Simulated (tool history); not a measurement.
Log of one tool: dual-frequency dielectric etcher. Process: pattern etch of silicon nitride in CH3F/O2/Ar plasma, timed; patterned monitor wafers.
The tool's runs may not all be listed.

run,hour,source power (kW),bias power (kW),etch time (s),mean etch depth across the wafer (angstrom)
1,0,0.44,0.061,23.5,177.08
2,5.5,0.44,0.061,23.5,178.15
3,12.1,0.48,0.062,23.5,184.61
4,13.8,0.42,0.062,23.5,172.82
5,21.8,0.46,0.063,23.5,184.94
6,24,0.48,0.063,23.5,186.05
7,30.7,0.5,0.064,23.5,190.87

Run 8 comes next. What will it give?
8,39.3,0.52,0.064,23.5,?

mean etch depth across the wafer (angstrom): 193.58
